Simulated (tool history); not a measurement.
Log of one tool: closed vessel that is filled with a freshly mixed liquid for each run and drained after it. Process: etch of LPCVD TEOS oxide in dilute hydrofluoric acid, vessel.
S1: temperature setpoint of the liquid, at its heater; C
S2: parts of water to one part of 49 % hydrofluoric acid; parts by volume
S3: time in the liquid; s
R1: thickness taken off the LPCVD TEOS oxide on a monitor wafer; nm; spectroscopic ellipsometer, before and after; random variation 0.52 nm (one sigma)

run  hour    S1  S2  S3      R1
  1     0    20  65  90  48.496
  2   6.5    20  45  90    72.6
  3   9.5    20  35  90  94.357
  4  16.2  22.5  35  90  104.23
  5  18.3  22.5  45  90  80.744
  6  23.3  22.5  45  95  84.511
  7    27  23.5  45  95  88.649
  8  34.9    24  45  95  90.587

The next listed run, before its measurement:
  9  37.6  24.5  45  95   ?

R1: 92.428 nm
